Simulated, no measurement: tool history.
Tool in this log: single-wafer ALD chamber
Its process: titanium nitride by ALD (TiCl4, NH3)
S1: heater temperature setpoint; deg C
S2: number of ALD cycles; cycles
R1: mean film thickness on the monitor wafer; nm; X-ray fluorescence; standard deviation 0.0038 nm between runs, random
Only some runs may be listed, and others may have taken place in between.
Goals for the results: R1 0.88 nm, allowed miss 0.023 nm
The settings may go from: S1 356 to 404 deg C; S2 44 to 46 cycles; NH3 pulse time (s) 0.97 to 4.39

{"run": 1, "hour": 0.0, "S1": 380, "S2": 46, "NH3 pulse time (s)": 2.68, "R1": 0.98919}
{"run": 2, "hour": 8.8, "S1": 380, "S2": 46, "NH3 pulse time (s)": 3.26, "R1": 1.0075}
{"run": 3, "hour": 15.1, "S1": 373, "S2": 45, "NH3 pulse time (s)": 2.57, "R1": 0.96946}
{"run": 4, "hour": 19.3, "S1": 378, "S2": 45, "NH3 pulse time (s)": 2.57, "R1": 0.9698}
{"run": 5, "hour": 26.8, "S1": 378, "S2": 45, "NH3 pulse time (s)": 1.96, "R1": 0.96233}
{"run": 6, "hour": 31.8, "S1": 378, "S2": 45, "NH3 pulse time (s)": 2.45, "R1": 0.9789}
{"run": 7, "hour": 34.3, "S1": 371, "S2": 45, "NH3 pulse time (s)": 2.01, "R1": 0.95594}
{"run": 8, "hour": 42.1, "S1": 367, "S2": 45, "NH3 pulse time (s)": 1.7, "R1": 0.92477}
{"run": 9, "hour": 49.8, "S1": 365, "S2": 45, "NH3 pulse time (s)": 1.58, "R1": 0.91646}
{"run": 10, "hour": 55.3, "S1": 364, "S2": 45, "NH3 pulse time (s)": 1.5, "R1": 0.91052}
{"run": 11, "hour": 58.0, "S1": 363, "S2": 45, "NH3 pulse time (s)": 1.45, "R1": 0.90777}
{"run": 12, "hour": 61.6, "S1": 363, "S2": 45, "NH3 pulse time (s)": 1.45, "R1": 0.9065}

Which of these 4 next moves meets every target?
{"run": "A", "hour": 65.2, "S1": 367, "S2": 46, "NH3 pulse time (s)": 1.55, "R1": "?"}
{"run": "B", "hour": 65.2, "S1": 383, "S2": 45, "NH3 pulse time (s)": 1.16, "R1": "?"}
{"run": "C", "hour": 65.2, "S1": 368, "S2": 44, "NH3 pulse time (s)": 1.33, "R1": "?"}
{"run": "D", "hour": 65.2, "S1": 361, "S2": 46, "NH3 pulse time (s)": 1.88, "R1": "?"}

move=A R1=0.94339
move=B R1=0.9329
move=C R1=0.89164
move=D R1=0.94619
A: its largest miss is bigger than the last run's
B: its largest miss is bigger than the last run's
C: hits every target within its allowed miss
D: its largest miss is bigger than the last run's
Go with C: it meets all targets.
